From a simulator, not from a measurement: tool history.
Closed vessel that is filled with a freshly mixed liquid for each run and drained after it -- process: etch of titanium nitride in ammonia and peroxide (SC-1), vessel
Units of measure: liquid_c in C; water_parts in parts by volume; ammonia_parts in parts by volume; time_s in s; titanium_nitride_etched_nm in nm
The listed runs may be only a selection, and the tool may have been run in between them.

{"run": 1, "hour": 0.0, "liquid_c": 47, "water_parts": 18, "ammonia_parts": 0.45, "time_s": 590, "titanium_nitride_etched_nm": 17.496}
{"run": 2, "hour": 5.4, "liquid_c": 53, "water_parts": 18, "ammonia_parts": 0.45, "time_s": 590, "titanium_nitride_etched_nm": 26.737}
{"run": 3, "hour": 11.1, "liquid_c": 53, "water_parts": 18, "ammonia_parts": 0.45, "time_s": 635, "titanium_nitride_etched_nm": 28.676}
{"run": 4, "hour": 12.4, "liquid_c": 54, "water_parts": 18, "ammonia_parts": 0.45, "time_s": 635, "titanium_nitride_etched_nm": 30.785}
{"run": 5, "hour": 15.4, "liquid_c": 54, "water_parts": 22.5, "ammonia_parts": 0.45, "time_s": 635, "titanium_nitride_etched_nm": 27.15}
{"run": 6, "hour": 19.0, "liquid_c": 61, "water_parts": 22.5, "ammonia_parts": 0.45, "time_s": 635, "titanium_nitride_etched_nm": 43.63}
{"hour": 22.9, "done": "thermometer replaced"}
{"run": 7, "hour": 22.9, "liquid_c": 61.5, "water_parts": 22.5, "ammonia_parts": 0.45, "time_s": 635, "titanium_nitride_etched_nm": 51.325}

What does the tool deliver on the next run?
{"run": 8, "hour": 24.6, "liquid_c": 61, "water_parts": 22.5, "ammonia_parts": 0.45, "time_s": 635, "titanium_nitride_etched_nm": "?"}

titanium_nitride_etched_nm: 49.658 nm
